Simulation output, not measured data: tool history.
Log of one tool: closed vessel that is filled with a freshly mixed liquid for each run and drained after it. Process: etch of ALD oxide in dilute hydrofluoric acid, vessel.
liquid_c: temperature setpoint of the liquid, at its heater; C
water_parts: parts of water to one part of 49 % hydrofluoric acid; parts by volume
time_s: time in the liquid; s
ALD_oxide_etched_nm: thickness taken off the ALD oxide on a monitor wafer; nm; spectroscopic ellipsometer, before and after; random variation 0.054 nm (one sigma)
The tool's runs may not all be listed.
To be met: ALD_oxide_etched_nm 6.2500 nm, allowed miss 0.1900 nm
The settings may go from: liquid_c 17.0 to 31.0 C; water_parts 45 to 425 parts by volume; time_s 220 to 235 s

run,hour,liquid_c,water_parts,time_s,ALD_oxide_etched_nm
1,0.0,23.0,235,220,11.9010
2,8.4,23.0,285,220,9.4193
3,16.0,22.0,295,220,8.7104
4,22.6,22.0,295,220,8.6210
5,29.8,21.0,300,220,8.2290
6,36.8,20.5,310,220,7.8261
7,43.2,20.0,315,220,7.4350
8,49.6,19.5,320,220,7.0865
9,55.9,19.0,320,220,6.9939
10,61.6,18.5,325,220,6.8347
11,69.1,18.5,330,220,6.7264

4 next moves are on the table. One of them brings every result within its allowed miss. Which?
A,76.6,17.0,345,220,?
B,76.6,20.0,325,220,?
C,76.6,17.0,330,220,?
D,76.6,18.5,370,220,?

move,ALD_oxide_etched_nm
A,5.9576
B,7.1764
C,6.3046
D,5.7496
A: takes the result that was furthest off past its target
B: further off than the last run
C: meets every target
D: takes the result that was furthest off past its target
Move C is the one to make.

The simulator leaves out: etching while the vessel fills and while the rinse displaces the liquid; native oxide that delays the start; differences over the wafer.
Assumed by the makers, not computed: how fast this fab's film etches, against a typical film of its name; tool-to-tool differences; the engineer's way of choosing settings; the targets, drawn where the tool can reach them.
